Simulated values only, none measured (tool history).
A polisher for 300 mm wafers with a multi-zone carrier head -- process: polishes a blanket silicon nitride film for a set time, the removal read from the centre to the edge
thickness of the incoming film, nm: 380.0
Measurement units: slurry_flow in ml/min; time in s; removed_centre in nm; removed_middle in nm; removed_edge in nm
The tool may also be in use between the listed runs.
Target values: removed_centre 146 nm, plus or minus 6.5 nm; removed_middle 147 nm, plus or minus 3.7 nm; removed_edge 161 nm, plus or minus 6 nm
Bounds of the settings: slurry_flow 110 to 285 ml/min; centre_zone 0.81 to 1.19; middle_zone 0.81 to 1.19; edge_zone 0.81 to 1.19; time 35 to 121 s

run  hour  slurry_flow  centre_zone  middle_zone  edge_zone  time  removed_centre  removed_middle  removed_edge
  1     0          180            1            1          1    78          114.45          114.89        116.38
  2   7.9          190            1            1       1.04    82          117.09          123.05        123.99
  3  15.7          235            1            1       1.04    82          124.84           125.7        126.76
  4  24.7          235            1         0.95       1.04    82           124.2          122.66        127.22
  5  26.5          230            1         0.94       1.07    86          128.46          127.12        136.35
  6  29.3          230            1         0.94        1.1    86           126.1          125.63        137.29
  7  37.5          230         1.01         0.95       1.11    89          134.76          130.89        140.68
  8  43.2          235            1         0.95       1.12    91          139.49          135.76        145.65
  9  45.5          240         0.99         0.95       1.13    93          142.46          138.81        146.82
 10  47.4          230         0.97         0.94       1.14    95          141.03          141.58        147.68
 11  51.6          225         0.96         0.92       1.15    97          139.14          140.97        153.27

Of the 4 settings listed for the next run, only one would bring every result within its allowed miss of target. Which one?
  A  55.8          255         0.88         0.86       1.12    95               ?               ?             ?
  B  55.8          165         0.85         0.88       1.16   106               ?               ?             ?
  C  55.8          225         0.94         0.91       1.14   102               ?               ?             ?
  D  55.8          265         1.09         0.88       1.19    94               ?               ?             ?

move  removed_centre  removed_middle  removed_edge
   A          129.15          132.74         150.7
   B          129.24          140.59        162.25
   C          145.67          145.24         160.9
   D          159.36          133.65        153.14
A: misses by more than the last run did
B: misses by more than the last run did
C: each result inside its tolerance
D: misses by more than the last run did
So the answer is move C, the one that meets all the targets.
